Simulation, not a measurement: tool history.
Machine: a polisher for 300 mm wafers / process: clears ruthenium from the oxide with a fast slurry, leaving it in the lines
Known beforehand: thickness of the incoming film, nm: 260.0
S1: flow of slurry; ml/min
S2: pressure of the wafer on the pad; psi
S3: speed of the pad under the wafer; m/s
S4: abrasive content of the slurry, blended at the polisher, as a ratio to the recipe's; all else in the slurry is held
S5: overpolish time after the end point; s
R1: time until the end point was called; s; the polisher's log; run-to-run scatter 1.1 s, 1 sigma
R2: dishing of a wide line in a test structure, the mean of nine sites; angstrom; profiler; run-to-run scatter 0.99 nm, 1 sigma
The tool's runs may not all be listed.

run  hour   S1   S2    S3   S4  S5       R1      R2
  1   0.0  280  2.8  0.86  1.0  19   89.491  418.17
  2   6.5  280  2.8  0.98  1.0  19   83.406  477.01
  3   7.6  280  2.1  0.98  1.0  19  104.830  390.04
  4  11.7  280  2.1  0.80  1.0  19  121.890  325.26
  5  12.8  280  2.1  0.62  1.0  19  158.460  260.53
  6  16.0  280  2.1  0.62  1.0  26  155.030  348.71
  7  23.4  280  2.4  0.66  1.0  24  128.410  356.95
  8  28.3  280  2.7  0.68  1.0  23  119.890  405.73
  9  37.3  280  2.9  0.72  1.0  21  104.610  404.67
 10  40.3  280  2.9  0.72  1.0  21  110.030  388.53
 11  41.9  280  2.9  0.72  1.0  21  105.750  404.87

Run 12, settings as shown, results not yet in. Your forecast:
 12  47.8  280  3.1  0.74  1.0  20   ?   ?

{"run 12": {"R1": 95.113, "R2": 429.88}}

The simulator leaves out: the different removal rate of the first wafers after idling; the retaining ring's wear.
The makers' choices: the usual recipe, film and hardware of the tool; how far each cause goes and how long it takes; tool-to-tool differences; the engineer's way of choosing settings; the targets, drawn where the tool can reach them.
